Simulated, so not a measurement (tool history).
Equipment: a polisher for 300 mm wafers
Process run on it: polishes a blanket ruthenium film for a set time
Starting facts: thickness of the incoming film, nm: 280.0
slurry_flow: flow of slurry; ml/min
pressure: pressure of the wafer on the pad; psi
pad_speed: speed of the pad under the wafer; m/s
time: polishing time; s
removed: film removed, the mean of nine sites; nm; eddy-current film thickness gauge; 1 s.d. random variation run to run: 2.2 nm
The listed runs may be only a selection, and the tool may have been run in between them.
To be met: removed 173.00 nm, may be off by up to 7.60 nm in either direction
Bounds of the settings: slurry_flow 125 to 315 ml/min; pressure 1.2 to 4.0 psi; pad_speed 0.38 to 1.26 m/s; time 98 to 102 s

{"run": 1, "hour": 0.0, "slurry_flow": 205, "pressure": 2.6, "pad_speed": 0.82, "time": 98, "removed": 133.53}
{"run": 2, "hour": 5.2, "slurry_flow": 205, "pressure": 2.8, "pad_speed": 0.82, "time": 98, "removed": 142.77}
{"run": 3, "hour": 7.4, "slurry_flow": 205, "pressure": 2.9, "pad_speed": 0.82, "time": 98, "removed": 149.38}
{"run": 4, "hour": 12.4, "slurry_flow": 205, "pressure": 2.9, "pad_speed": 0.72, "time": 98, "removed": 137.12}
{"run": 5, "hour": 14.5, "slurry_flow": 205, "pressure": 3.0, "pad_speed": 0.72, "time": 98, "removed": 141.3}
{"run": 6, "hour": 18.7, "slurry_flow": 205, "pressure": 3.1, "pad_speed": 0.72, "time": 98, "removed": 144.62}
{"run": 7, "hour": 27.7, "slurry_flow": 205, "pressure": 3.2, "pad_speed": 0.72, "time": 98, "removed": 149.2}
{"run": 8, "hour": 33.8, "slurry_flow": 205, "pressure": 3.3, "pad_speed": 0.72, "time": 98, "removed": 156.67}
{"run": 9, "hour": 35.6, "slurry_flow": 205, "pressure": 3.4, "pad_speed": 0.72, "time": 98, "removed": 159.51}
{"run": 10, "hour": 44.2, "slurry_flow": 205, "pressure": 3.5, "pad_speed": 0.72, "time": 98, "removed": 164.93}

Exactly one of the 4 candidate moves below puts every result within its allowed miss. Which one?
{"run": "A", "hour": 52.8, "slurry_flow": 230, "pressure": 3.2, "pad_speed": 0.84, "time": 101, "removed": "?"}
{"run": "B", "hour": 52.8, "slurry_flow": 210, "pressure": 3.5, "pad_speed": 0.66, "time": 102, "removed": "?"}
{"run": "C", "hour": 52.8, "slurry_flow": 210, "pressure": 3.5, "pad_speed": 0.66, "time": 100, "removed": "?"}
{"run": "D", "hour": 52.8, "slurry_flow": 205, "pressure": 3.6, "pad_speed": 0.62, "time": 99, "removed": "?"}

move=A removed=177.42
move=B removed=161.97
move=C removed=158.80
move=D removed=154.16
A: every result within its allowed miss
B: further off than the last run
C: further off than the last run
D: further off than the last run
Move A is the one to make.

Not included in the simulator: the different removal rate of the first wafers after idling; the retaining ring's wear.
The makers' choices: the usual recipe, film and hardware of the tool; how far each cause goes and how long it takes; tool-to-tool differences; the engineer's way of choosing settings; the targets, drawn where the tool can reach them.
